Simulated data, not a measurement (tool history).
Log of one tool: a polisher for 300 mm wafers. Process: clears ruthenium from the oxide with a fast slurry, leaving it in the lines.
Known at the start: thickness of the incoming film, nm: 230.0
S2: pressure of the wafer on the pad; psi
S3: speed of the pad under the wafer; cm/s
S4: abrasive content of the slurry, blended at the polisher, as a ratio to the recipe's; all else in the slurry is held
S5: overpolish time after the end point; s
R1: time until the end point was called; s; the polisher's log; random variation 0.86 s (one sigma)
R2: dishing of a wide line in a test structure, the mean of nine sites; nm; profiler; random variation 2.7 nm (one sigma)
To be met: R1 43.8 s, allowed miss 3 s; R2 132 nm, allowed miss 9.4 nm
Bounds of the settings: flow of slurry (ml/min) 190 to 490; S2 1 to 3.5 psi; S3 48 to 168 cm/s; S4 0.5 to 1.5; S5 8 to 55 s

run 1 hour=0 | flow_of_slurry_(ml/min)=315 S2=2.2 S3=108 S4=1 S5=28 | R1=47.908 R2=93.602
run 2 hour=6.2 | flow_of_slurry_(ml/min)=315 S2=2.2 S3=94 S4=1 S5=28 | R1=56.135 R2=82.691
run 3 hour=11.3 | flow_of_slurry_(ml/min)=315 S2=2.3 S3=94 S4=1 S5=30 | R1=53.067 R2=90.357
run 4 hour=20.1 | flow_of_slurry_(ml/min)=275 S2=2.3 S3=94 S4=1 S5=30 | R1=54.206 R2=90.901
run 5 hour=26.6 | flow_of_slurry_(ml/min)=275 S2=2.3 S3=68 S4=1 S5=30 | R1=74.514 R2=68.787
run 6 hour=30.4 | flow_of_slurry_(ml/min)=275 S2=2.3 S3=68 S4=0.8 S5=30 | R1=82.352 R2=63.729
run 7 hour=37.4 | flow_of_slurry_(ml/min)=275 S2=2.5 S3=70 S4=0.8 S5=32 | R1=71.751 R2=72.246
run 8 hour=44.4 | flow_of_slurry_(ml/min)=275 S2=2.7 S3=72 S4=0.8 S5=34 | R1=68.166 R2=83.465
run 9 hour=45.5 | flow_of_slurry_(ml/min)=275 S2=2.9 S3=76 S4=0.8 S5=34 | R1=58.753 R2=93.15
run 10 hour=51.2 | flow_of_slurry_(ml/min)=275 S2=3.5 S3=78 S4=0.8 S5=40 | R1=49.253 R2=114.77
run 11 hour=59 | flow_of_slurry_(ml/min)=275 S2=3.5 S3=80 S4=0.8 S5=40 | R1=48.152 R2=121.46

Which of these 4 next moves meets every target?
run A hour=66.8 | flow_of_slurry_(ml/min)=295 S2=3.5 S3=86 S4=1.05 S5=35 | R1=? R2=?
run B hour=66.8 | flow_of_slurry_(ml/min)=310 S2=3.1 S3=88 S4=0.7 S5=51 | R1=? R2=?
run C hour=66.8 | flow_of_slurry_(ml/min)=220 S2=2.8 S3=102 S4=0.9 S5=45 | R1=? R2=?
run D hour=66.8 | flow_of_slurry_(ml/min)=320 S2=3.5 S3=98 S4=0.85 S5=26 | R1=? R2=?

move=A R1=37.898 R2=125.25
move=B R1=52.819 R2=128.81
move=C R1=44.569 R2=132.4
move=D R1=37.358 R2=103.42
A: takes the result that was furthest off past its target
B: further off than the last run
C: meets every target
D: takes the result that was furthest off past its target
The right move is C.
